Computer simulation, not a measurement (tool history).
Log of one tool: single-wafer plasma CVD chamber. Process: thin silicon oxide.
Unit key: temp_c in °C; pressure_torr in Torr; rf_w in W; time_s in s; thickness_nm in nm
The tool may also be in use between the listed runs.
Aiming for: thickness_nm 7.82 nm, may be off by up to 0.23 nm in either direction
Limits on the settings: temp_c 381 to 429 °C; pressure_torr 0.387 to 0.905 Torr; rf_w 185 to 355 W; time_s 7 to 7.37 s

run,day,temp_c,pressure_torr,rf_w,time_s,thickness_nm
1,0,405,0.646,270,7.37,10.441
2,0.321,405,0.623,270,7.37,10.036
3,0.425,405,0.604,270,7.37,9.8454
4,0.704,405,0.584,270,7.37,9.413
5,0.888,405,0.57,270,7.37,9.1834
6,0.992,395,0.57,270,7.37,9.3277
7,1.192,395,0.556,270,7.37,9.1808
8,1.321,395,0.543,270,7.37,8.8453
9,1.396,395,0.534,270,7.37,8.7501
10,1.575,395,0.525,270,7.37,8.6105
11,1.683,395,0.518,270,7.37,8.4782
12,1.917,395,0.512,270,7.37,8.4961
13,2.25,395,0.512,270,7.37,8.4246
14,2.496,395,0.506,270,7.37,8.3083
15,2.575,395,0.502,270,7.37,8.2231
16,2.933,395,0.498,270,7.37,8.1362
17,3.262,395,0.495,270,7.37,8.1006
18,3.308,395,0.493,270,7.37,8.105

Which of these 5 next moves meets every target?
A,3.354,401,0.506,225,7.37,?
B,3.354,393,0.529,255,7.37,?
C,3.354,396,0.516,330,7,?
D,3.354,392,0.502,290,7.37,?
E,3.354,391,0.519,290,7.37,?

move,thickness_nm
A,7.9073
B,8.6366
C,8.6609
D,8.5483
E,8.8368
A: meets every target
B: lands further from the targets than the last run did
C: lands further from the targets than the last run did
D: lands further from the targets than the last run did
E: lands further from the targets than the last run did
Correct choice: A, which meets every target

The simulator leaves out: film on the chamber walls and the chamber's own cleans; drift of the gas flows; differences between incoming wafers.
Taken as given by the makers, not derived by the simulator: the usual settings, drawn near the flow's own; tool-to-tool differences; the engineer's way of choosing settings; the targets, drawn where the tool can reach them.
